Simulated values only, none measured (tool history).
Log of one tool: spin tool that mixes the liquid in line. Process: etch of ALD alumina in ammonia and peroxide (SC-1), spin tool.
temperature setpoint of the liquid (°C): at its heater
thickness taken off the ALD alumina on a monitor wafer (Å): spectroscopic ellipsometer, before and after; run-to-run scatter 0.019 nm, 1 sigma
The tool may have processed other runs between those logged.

| run | day | temperature setpoint of the liquid (°C) | parts of 29 % ammonia solution to one part of 30 % peroxide (parts by volume) | time under the liquid (s) | thickness taken off the ALD alumina on a monitor wafer (Å) |
|---|---|---|---|---|---|
| 1 | 0.000 | 52.0 | 0.85 | 135 | 63.736 |
| 2 | 0.212 | 49.0 | 0.85 | 135 | 54.388 |
| 3 | 0.342 | 49.0 | 0.65 | 135 | 52.239 |
| 4 | 0.558 | 49.0 | 0.65 | 145 | 56.649 |
| 5 | 0.721 | 49.0 | 0.95 | 145 | 58.710 |
| 6 | 0.954 | 49.0 | 0.95 | 145 | 58.155 |
| 7 | 1.062 | 46.5 | 0.95 | 145 | 50.485 |

The next listed run, before its measurement:
| 8 | 1.142 | 45.0 | 0.95 | 145 | ? |

{"run 8": {"thickness taken off the ALD alumina on a monitor wafer (Å)": 46.682}}

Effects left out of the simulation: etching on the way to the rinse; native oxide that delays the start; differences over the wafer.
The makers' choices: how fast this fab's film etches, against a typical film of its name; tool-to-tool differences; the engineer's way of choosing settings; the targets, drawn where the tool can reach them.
